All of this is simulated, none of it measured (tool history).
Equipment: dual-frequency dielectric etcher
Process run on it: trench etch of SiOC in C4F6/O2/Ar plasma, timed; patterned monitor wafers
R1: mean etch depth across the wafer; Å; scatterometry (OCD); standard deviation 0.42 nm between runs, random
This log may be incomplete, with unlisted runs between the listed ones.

run 1 hour=0 | source_power_(kW)=0.37 bias_power_(kW)=0.241 etch_time_(s)=26 | R1=589.14
run 2 hour=1.5 | source_power_(kW)=0.38 bias_power_(kW)=0.244 etch_time_(s)=26 | R1=594.46
run 3 hour=9.9 | source_power_(kW)=0.39 bias_power_(kW)=0.247 etch_time_(s)=26 | R1=602.6
run 4 hour=16.6 | source_power_(kW)=0.4 bias_power_(kW)=0.25 etch_time_(s)=26 | R1=613.11
run 5 hour=25.3 | source_power_(kW)=0.37 bias_power_(kW)=0.25 etch_time_(s)=26 | R1=606.14
run 6 hour=28.7 | source_power_(kW)=0.37 bias_power_(kW)=0.255 etch_time_(s)=26 | R1=597.52

Expected results for the next run?
run 7 hour=35.2 | source_power_(kW)=0.38 bias_power_(kW)=0.258 etch_time_(s)=26 | R1=?

{"run 7": {"R1": 608.42}}

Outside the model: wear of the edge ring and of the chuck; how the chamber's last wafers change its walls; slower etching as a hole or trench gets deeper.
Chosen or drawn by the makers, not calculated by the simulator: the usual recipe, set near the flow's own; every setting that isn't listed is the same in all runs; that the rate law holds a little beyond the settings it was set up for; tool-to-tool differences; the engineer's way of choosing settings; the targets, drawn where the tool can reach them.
